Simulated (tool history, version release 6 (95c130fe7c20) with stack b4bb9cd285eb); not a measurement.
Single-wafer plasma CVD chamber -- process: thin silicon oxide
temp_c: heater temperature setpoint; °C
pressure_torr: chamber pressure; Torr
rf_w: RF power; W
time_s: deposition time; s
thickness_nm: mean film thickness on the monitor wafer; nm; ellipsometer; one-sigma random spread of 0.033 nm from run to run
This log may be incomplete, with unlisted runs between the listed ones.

run,hour,temp_c,pressure_torr,rf_w,time_s,thickness_nm
1,0.0,385,0.960,265,8.1,16.806
2,4.0,385,0.915,265,8.1,15.982
3,11.8,396,0.915,265,8.1,15.804
4,18.7,401,0.915,265,8.1,15.861
5,26.0,401,0.884,265,8.1,15.236
6,29.5,401,0.864,265,8.1,14.846
7,36.7,401,0.746,265,8.1,12.470
8,41.0,401,0.757,265,8.1,12.714
9,46.7,401,0.766,265,8.1,12.898
10,47.8,401,0.773,265,8.1,13.048
11,55.1,401,0.832,265,8.1,14.305
12,61.7,401,0.826,265,8.1,14.201
13,64.6,401,0.821,265,8.1,14.046

Run 14, settings as shown, results not yet in. Your forecast:
14,65.6,401,0.817,265,8.1,?

{"run 14": {"thickness_nm": 13.985}}
